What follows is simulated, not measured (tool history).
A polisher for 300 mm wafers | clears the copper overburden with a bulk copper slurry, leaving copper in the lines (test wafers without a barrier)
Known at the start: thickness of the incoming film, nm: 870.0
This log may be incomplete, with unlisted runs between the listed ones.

run	hour	flow of slurry (ml/min)	pressure of the wafer on the pad (kPa)	speed of the pad under the wafer (m/s)	abrasive content of the slurry	overpolish time after the end point (s)	time until the end point was called (s)	dishing of a wide line in a test structure (Å)
1	0	145	14.5	1.1	1	16	114.69	524.43
2	3.9	150	15.2	1.1	1	15	109.43	552.9
3	7	155	15.9	1.12	1	14	100.59	552.18
4	13.2	155	17.9	1.12	1	14	88.325	616.07
5	16.1	155	19.3	1.12	1	14	84.201	607.31
6	21.3	155	19.3	1.12	1	8	83.566	452.28
7	23.6	160	19.3	1.12	1	9	81.409	474.98

Run 8 is up next; what results do you expect?
8	30.5	160	19.3	1.12	1	10	?	?

{"run 8": {"time until the end point was called (s)": 82.413, "dishing of a wide line in a test structure (Å)": 521.57}}
